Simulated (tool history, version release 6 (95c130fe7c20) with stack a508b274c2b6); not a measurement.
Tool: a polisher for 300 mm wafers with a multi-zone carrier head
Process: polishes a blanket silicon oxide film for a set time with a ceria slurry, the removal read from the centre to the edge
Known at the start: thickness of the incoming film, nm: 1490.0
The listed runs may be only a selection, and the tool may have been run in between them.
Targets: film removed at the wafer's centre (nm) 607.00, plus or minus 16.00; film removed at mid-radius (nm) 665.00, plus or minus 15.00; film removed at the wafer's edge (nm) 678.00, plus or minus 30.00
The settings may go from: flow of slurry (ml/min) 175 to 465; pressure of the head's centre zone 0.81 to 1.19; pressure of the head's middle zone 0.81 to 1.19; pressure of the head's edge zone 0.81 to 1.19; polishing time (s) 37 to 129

run  hour  flow of slurry (ml/min)  pressure of the head's centre zone  pressure of the head's middle zone  pressure of the head's edge zone  polishing time (s)  film removed at the wafer's centre (nm)  film removed at mid-radius (nm)  film removed at the wafer's edge (nm)
  1   0.0                      295                                1.00                                1.00                              1.00                  83                                   437.71                           449.89                                 444.17
  2   6.3                      295                                1.00                                1.02                              1.05                  90                                   471.84                           493.02                                 491.35
  3  12.5                      260                                1.00                                1.02                              1.05                  90                                   465.82                           488.76                                 481.70
  4  17.9                      260                                1.00                                0.99                              1.05                  90                                   465.70                           471.71                                 485.09
  5  21.8                      290                                1.00                                1.01                              1.09                  95                                   495.14                           518.54                                 524.81
  6  23.8                      335                                1.00                                1.01                              1.09                  95                                   500.32                           519.01                                 545.45
  7  24.9                      360                                1.01                                1.04                              1.11                  98                                   525.03                           558.98                                 552.21
  8  33.2                      370                                1.01                                1.04                              1.13                 102                                   551.85                           577.93                                 569.41
  9  38.0                      375                                0.99                                1.04                              1.14                 106                                   561.59                           601.63                                 606.76
 10  46.2                      380                                0.99                                1.04                              1.15                 108                                   575.96                           615.04                                 625.00
 11  54.6                      385                                0.99                                1.04                              1.16                 110                                   584.66                           631.92                                 636.48
 12  57.4                      390                                0.99                                1.04                              1.17                 111                                   596.49                           622.42                                 630.32
 13  59.5                      400                                0.98                                1.04                              1.16                 112                                   589.26                           644.42                                 661.68
 14  63.9                      405                                0.98                                1.04                              1.16                 112                                   597.53                           643.07                                 646.55

Of the 4 settings listed for the next run, only one would bring every result within its allowed miss of target. Which one?
  A  68.3                      420                                0.96                                1.03                              1.15                 117                                        ?                                ?                                      ?
  B  68.3                      465                                1.00                                1.08                              1.14                 107                                        ?                                ?                                      ?
  C  68.3                      210                                0.96                                1.00                              1.19                 122                                        ?                                ?                                      ?
  D  68.3                      465                                1.09                                1.09                              1.11                 102                                        ?                                ?                                      ?

move  film removed at the wafer's centre (nm)  film removed at mid-radius (nm)  film removed at the wafer's edge (nm)
   A                                   604.25                           662.12                                 676.72
   B                                   580.42                           634.74                                 619.08
   C                                   578.55                           623.44                                 677.71
   D                                   603.52                           609.60                                 582.25
A: every result within its allowed miss
B: the biggest miss grows against the last run
C: the biggest miss grows against the last run
D: the biggest miss grows against the last run
Move A is the one to make.
